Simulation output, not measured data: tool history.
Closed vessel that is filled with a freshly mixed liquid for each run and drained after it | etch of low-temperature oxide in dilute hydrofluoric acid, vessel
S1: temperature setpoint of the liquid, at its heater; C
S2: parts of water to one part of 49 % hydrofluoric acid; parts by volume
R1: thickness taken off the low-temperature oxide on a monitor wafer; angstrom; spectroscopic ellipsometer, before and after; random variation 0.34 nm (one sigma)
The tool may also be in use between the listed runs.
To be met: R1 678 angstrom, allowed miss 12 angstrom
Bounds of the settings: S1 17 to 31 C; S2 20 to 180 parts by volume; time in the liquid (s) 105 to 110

Run 1, hour 0: S1 23 C, S2 100 parts by volume, time in the liquid (s) 105. Result: R1 205.52 angstrom.
Run 2, hour 7.8: S1 20 C, S2 100 parts by volume, time in the liquid (s) 105. Result: R1 181.58 angstrom.
Run 3, hour 16: S1 22 C, S2 85 parts by volume, time in the liquid (s) 105. Result: R1 236.53 angstrom.
Run 4, hour 19.8: S1 24 C, S2 85 parts by volume, time in the liquid (s) 105. Result: R1 257.37 angstrom.
Run 5, hour 21.4: S1 25.5 C, S2 85 parts by volume, time in the liquid (s) 105. Result: R1 272.46 angstrom.
Run 6, hour 30.6: S1 26.5 C, S2 75 parts by volume, time in the liquid (s) 105. Result: R1 327.07 angstrom.
Run 7, hour 35.6: S1 27.5 C, S2 65 parts by volume, time in the liquid (s) 105. Result: R1 397.47 angstrom.
Run 8, hour 42.1: S1 28 C, S2 60 parts by volume, time in the liquid (s) 105. Result: R1 441.67 angstrom.
Run 9, hour 45: S1 31 C, S2 30 parts by volume, time in the liquid (s) 105. Result: R1 1036.9 angstrom.
Run 10, hour 52.9: S1 30 C, S2 30 parts by volume, time in the liquid (s) 105. Result: R1 998.85 angstrom.
Run 11, hour 61.2: S1 30 C, S2 30 parts by volume, time in the liquid (s) 105. Result: R1 1005.2 angstrom.
Run 12, hour 69.7: S1 28 C, S2 30 parts by volume, time in the liquid (s) 105. Result: R1 919.4 angstrom.
Run 13, hour 78.8: S1 24 C, S2 30 parts by volume, time in the liquid (s) 105. Result: R1 782.73 angstrom.
Run 14, hour 87.1: S1 23 C, S2 30 parts by volume, time in the liquid (s) 105. Result: R1 744.51 angstrom.
Run 15, hour 89.1: S1 22.5 C, S2 30 parts by volume, time in the liquid (s) 105. Result: R1 733.91 angstrom.
Run 16, hour 92.1: S1 22 C, S2 30 parts by volume, time in the liquid (s) 105. Result: R1 715.61 angstrom.

4 next moves are on the table. One of them brings every result within its allowed miss. Which?
Run A, hour 95.1: S1 22.5 C, S2 35 parts by volume, time in the liquid (s) 110. Result: R1 ?.
Run B, hour 95.1: S1 24.5 C, S2 35 parts by volume, time in the liquid (s) 105. Result: R1 ?.
Run C, hour 95.1: S1 23.5 C, S2 30 parts by volume, time in the liquid (s) 105. Result: R1 ?.
Run D, hour 95.1: S1 21.5 C, S2 30 parts by volume, time in the liquid (s) 105. Result: R1 ?.

move      R1
   A  657.16
   B  682.01
   C  768.29
   D  705.96
A: takes the result that was furthest off past its target
B: meets every target
C: further off than the last run
D: nearer than the last run, and not there yet
Move B is the one to make.
